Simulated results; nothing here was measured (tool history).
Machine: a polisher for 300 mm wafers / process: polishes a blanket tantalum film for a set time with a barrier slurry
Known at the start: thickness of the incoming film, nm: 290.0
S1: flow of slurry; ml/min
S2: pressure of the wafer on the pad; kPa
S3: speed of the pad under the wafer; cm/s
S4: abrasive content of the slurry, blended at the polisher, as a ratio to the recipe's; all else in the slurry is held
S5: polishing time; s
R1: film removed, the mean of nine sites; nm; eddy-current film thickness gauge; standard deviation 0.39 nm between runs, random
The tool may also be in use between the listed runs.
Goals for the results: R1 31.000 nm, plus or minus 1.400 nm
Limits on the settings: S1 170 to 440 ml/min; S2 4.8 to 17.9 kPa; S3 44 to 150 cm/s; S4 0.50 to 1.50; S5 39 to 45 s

| run | hour | S1 | S2 | S3 | S4 | S5 | R1 |
|---|---|---|---|---|---|---|---|
| 1 | 0.0 | 280 | 11.0 | 96 | 1.00 | 45 | 48.485 |
| 2 | 6.1 | 325 | 11.0 | 96 | 1.00 | 45 | 49.520 |
| 3 | 9.0 | 370 | 11.0 | 96 | 1.00 | 45 | 49.760 |
| 4 | 11.8 | 370 | 11.0 | 96 | 1.10 | 45 | 51.523 |
|  | 16.1 | head pressure recalibrated |
| 5 | 16.1 | 370 | 9.7 | 96 | 1.10 | 45 | 48.360 |
| 6 | 20.0 | 370 | 8.3 | 90 | 1.10 | 45 | 39.629 |
| 7 | 22.4 | 370 | 7.6 | 90 | 1.10 | 45 | 36.597 |
| 8 | 31.2 | 370 | 6.9 | 90 | 1.10 | 45 | 33.846 |

Which single option among these 4 for the next run brings every result within its allowed miss of target? Just one does.
| A | 40.0 | 385 | 7.6 | 90 | 1.05 | 43 | ? |
| B | 40.0 | 340 | 8.3 | 72 | 1.20 | 40 | ? |
| C | 40.0 | 360 | 7.6 | 90 | 1.15 | 41 | ? |
| D | 40.0 | 345 | 9.7 | 78 | 0.90 | 42 | ? |

| move | R1 |
|---|---|
| A | 35.322 |
| B | 31.487 |
| C | 34.419 |
| D | 36.929 |
A: its largest miss is bigger than the last run's
B: each result inside its tolerance
C: its largest miss is bigger than the last run's
D: its largest miss is bigger than the last run's
So the answer is move B, the one that meets all the targets.
